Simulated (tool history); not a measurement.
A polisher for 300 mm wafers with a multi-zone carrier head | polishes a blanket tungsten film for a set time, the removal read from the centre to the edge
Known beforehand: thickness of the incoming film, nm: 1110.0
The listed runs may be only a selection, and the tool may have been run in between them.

run	day	flow of slurry (ml/min)	pressure of the head's centre zone	pressure of the head's middle zone	pressure of the head's edge zone	abrasive content of the slurry	polishing time (s)	film removed at the wafer's centre (angstrom)	film removed at mid-radius (angstrom)	film removed at the wafer's edge (angstrom)
1	0	170	1	1	1	1	59	3604	3505.2	3667.4
2	0.317	205	1	1	1	1	59	3841.9	3618	3686.2
3	0.638	205	1	1.04	1	1	59	3737.1	3722.6	3653.5
4	0.683	205	1	1.04	1	1	50	3184.5	3183.4	3180.5
5	0.958	190	1	1.04	1	1	50	3235.1	3168.6	3097.2
6	1	190	1	1.04	1	1.15	50	3260.3	3195.8	3187.2

Predict the results of run 7:
7	1.171	190	1.02	1.02	0.98	1.1	47	?	?	?

{"run 7": {"film removed at the wafer's centre (angstrom)": 3064.9, "film removed at mid-radius (angstrom)": 3011.7, "film removed at the wafer's edge (angstrom)": 2916.8}}
